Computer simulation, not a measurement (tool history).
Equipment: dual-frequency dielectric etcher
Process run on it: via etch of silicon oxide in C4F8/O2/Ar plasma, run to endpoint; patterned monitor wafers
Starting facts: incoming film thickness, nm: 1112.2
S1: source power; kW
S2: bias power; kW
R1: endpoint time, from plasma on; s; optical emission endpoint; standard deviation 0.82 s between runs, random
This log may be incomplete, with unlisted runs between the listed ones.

run	hour	S1	S2	R1
1	0.0	1.820	2.722	193.48
2	6.9	1.630	2.722	202.41
3	11.3	1.520	2.557	212.93
4	18.6	1.430	2.460	220.53
5	20.6	1.360	2.384	224.72
6	27.1	1.360	2.014	236.39
7	30.7	1.310	2.005	239.91
8	33.2	1.080	1.967	260.20
9	40.4	1.100	1.968	259.53

What does the tool deliver on the next run?
10	43.5	1.120	1.969	?

Run 10 gave R1 255.99 s.
